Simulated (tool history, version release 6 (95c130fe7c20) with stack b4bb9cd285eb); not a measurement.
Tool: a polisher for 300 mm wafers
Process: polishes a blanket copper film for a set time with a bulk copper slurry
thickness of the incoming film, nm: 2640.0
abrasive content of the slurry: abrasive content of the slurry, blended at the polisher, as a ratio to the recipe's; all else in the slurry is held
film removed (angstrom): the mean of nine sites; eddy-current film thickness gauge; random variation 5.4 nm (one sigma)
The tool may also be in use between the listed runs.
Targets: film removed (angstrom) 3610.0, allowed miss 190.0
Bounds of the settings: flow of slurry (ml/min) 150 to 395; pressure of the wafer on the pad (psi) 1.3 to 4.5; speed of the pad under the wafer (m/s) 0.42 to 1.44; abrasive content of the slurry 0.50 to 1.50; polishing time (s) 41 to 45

run	hour	flow of slurry (ml/min)	pressure of the wafer on the pad (psi)	speed of the pad under the wafer (m/s)	abrasive content of the slurry	polishing time (s)	film removed (angstrom)
1	0.0	250	2.9	0.92	1.00	45	3871.0
2	2.2	250	2.2	0.92	1.00	45	2931.6
3	6.6	250	1.6	0.92	1.00	45	2194.1
4	10.4	250	1.8	0.92	1.00	45	2458.1
5	15.5	250	1.8	0.92	1.10	45	2484.5
6	22.6	305	1.8	0.92	1.10	45	2569.9
7	29.3	305	1.9	0.92	1.10	45	2709.5
# hour 32.4: worn pad replaced by a new one
8	32.4	305	1.9	0.92	1.10	45	3101.2
9	33.7	315	1.9	0.92	1.10	45	3060.4
10	36.7	325	1.9	0.92	1.10	45	3052.5
11	37.6	325	2.4	0.94	1.10	45	3939.2

Which of these 4 next moves meets every target?
A	38.5	330	2.5	0.92	1.15	41	?
B	38.5	305	3.0	0.86	0.80	45	?
C	38.5	350	2.4	1.12	1.00	42	?
D	38.5	355	2.8	0.92	1.10	42	?

move	film removed (angstrom)
A	3652.5
B	4096.0
C	4232.9
D	4152.3
A: meets every target
B: further off than the last run
C: further off than the last run
D: further off than the last run
Move A is the one to make.
